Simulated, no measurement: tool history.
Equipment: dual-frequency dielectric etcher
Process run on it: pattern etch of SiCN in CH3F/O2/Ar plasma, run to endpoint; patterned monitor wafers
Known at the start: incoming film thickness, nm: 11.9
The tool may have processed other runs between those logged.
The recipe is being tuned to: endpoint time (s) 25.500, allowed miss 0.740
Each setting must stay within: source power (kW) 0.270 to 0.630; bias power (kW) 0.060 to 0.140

run	hour	source power (kW)	bias power (kW)	endpoint time (s)
1	0.0	0.450	0.100	30.151
2	7.6	0.450	0.089	31.037
3	14.8	0.470	0.092	30.746
4	22.9	0.470	0.076	32.045
5	27.1	0.490	0.082	31.600
6	28.6	0.520	0.082	30.744
7	32.1	0.540	0.088	29.161
8	33.6	0.630	0.103	26.320

5 candidate next runs follow, results not yet known. Just one meets every target within its allowed miss. Identify it.
A	35.1	0.590	0.119	?
B	35.1	0.630	0.092	?
C	35.1	0.610	0.098	?
D	35.1	0.560	0.112	?
E	35.1	0.600	0.097	?

move	endpoint time (s)
A	25.947
B	27.657
C	27.403
D	27.002
E	27.662
A: every result within its allowed miss
B: lands further from the targets than the last run did
C: lands further from the targets than the last run did
D: lands further from the targets than the last run did
E: lands further from the targets than the last run did
Answer: A
